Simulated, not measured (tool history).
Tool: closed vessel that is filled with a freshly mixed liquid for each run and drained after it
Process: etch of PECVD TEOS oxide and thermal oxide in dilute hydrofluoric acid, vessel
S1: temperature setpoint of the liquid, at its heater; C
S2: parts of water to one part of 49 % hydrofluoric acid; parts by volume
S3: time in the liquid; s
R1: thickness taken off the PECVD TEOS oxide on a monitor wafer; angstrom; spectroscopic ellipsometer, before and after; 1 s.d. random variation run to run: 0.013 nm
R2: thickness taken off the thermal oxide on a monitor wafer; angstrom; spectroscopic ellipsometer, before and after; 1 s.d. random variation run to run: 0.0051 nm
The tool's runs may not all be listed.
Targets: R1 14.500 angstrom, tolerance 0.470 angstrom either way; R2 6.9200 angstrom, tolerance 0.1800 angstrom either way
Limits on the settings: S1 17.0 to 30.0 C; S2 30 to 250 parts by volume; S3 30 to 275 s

{"run": 1, "day": 0.0, "S1": 22.0, "S2": 140, "S3": 140, "R1": 82.414, "R2": 38.721}
{"run": 2, "day": 0.171, "S1": 22.0, "S2": 185, "S3": 140, "R1": 59.639, "R2": 28.138}
{"run": 3, "day": 0.283, "S1": 24.0, "S2": 185, "S3": 140, "R1": 63.92, "R2": 30.346}
{"run": 4, "day": 0.467, "S1": 23.0, "S2": 195, "S3": 125, "R1": 50.741, "R2": 24.651}
{"run": 5, "day": 0.688, "S1": 19.5, "S2": 195, "S3": 125, "R1": 44.446, "R2": 21.307}
{"run": 6, "day": 1.05, "S1": 19.0, "S2": 200, "S3": 115, "R1": 39.516, "R2": 18.664}
{"run": 7, "day": 1.396, "S1": 19.0, "S2": 205, "S3": 105, "R1": 34.834, "R2": 16.527}
{"run": 8, "day": 1.617, "S1": 19.0, "S2": 210, "S3": 95, "R1": 30.495, "R2": 14.623}
{"run": 9, "day": 1.992, "S1": 18.5, "S2": 215, "S3": 90, "R1": 27.934, "R2": 13.301}
{"run": 10, "day": 2.167, "S1": 18.5, "S2": 220, "S3": 85, "R1": 25.425, "R2": 12.193}

Consider the 4 candidate settings below. Which is the only one whose results all fall within their allowed miss of target?
{"run": "A", "day": 2.342, "S1": 17.0, "S2": 130, "S3": 30, "R1": "?", "R2": "?"}
{"run": "B", "day": 2.342, "S1": 17.0, "S2": 170, "S3": 40, "R1": "?", "R2": "?"}
{"run": "C", "day": 2.342, "S1": 24.5, "S2": 250, "S3": 45, "R1": "?", "R2": "?"}
{"run": "D", "day": 2.342, "S1": 17.0, "S2": 185, "S3": 45, "R1": "?", "R2": "?"}

move=A R1=15.655 R2=7.4038
move=B R1=15.355 R2=7.2617
move=C R1=14.440 R2=6.8291
move=D R1=15.652 R2=7.4021
A: closes in on the targets versus the last run, not all within tolerance yet
B: closes in on the targets versus the last run, not all within tolerance yet
C: all results land within tolerance of their targets
D: closes in on the targets versus the last run, not all within tolerance yet
The move that meets every target is C.

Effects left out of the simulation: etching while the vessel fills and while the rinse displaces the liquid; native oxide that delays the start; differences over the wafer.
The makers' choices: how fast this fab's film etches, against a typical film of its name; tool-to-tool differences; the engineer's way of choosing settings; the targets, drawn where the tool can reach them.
